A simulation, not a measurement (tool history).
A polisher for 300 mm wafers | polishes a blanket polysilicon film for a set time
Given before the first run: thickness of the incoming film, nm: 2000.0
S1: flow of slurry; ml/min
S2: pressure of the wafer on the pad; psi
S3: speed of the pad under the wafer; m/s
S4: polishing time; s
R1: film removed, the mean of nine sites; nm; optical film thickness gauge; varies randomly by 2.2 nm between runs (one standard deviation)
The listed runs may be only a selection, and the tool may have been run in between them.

| run | hour | S1 | S2 | S3 | S4 | R1 |
|---|---|---|---|---|---|---|
| 1 | 0 | 200 | 2 | 0.84 | 25 | 124.71 |
| 2 | 2.6 | 200 | 2.1 | 0.84 | 25 | 129.4 |
| 3 | 3.8 | 200 | 2.2 | 0.84 | 25 | 136.11 |
| 4 | 9.1 | 200 | 2.3 | 0.84 | 25 | 142.03 |
| 5 | 15.4 | 200 | 2.4 | 0.84 | 25 | 146.99 |
| 6 | 21.7 | 200 | 2.4 | 0.84 | 25 | 147.57 |
| 7 | 29.8 | 200 | 2.5 | 0.84 | 25 | 152.57 |
| 8 | 31.3 | 200 | 2.6 | 0.84 | 25 | 157.79 |

Estimate the outcome of run 9 from the log above:
| 9 | 38.1 | 200 | 2.7 | 0.84 | 25 | ? |

R1: 161.6 nm

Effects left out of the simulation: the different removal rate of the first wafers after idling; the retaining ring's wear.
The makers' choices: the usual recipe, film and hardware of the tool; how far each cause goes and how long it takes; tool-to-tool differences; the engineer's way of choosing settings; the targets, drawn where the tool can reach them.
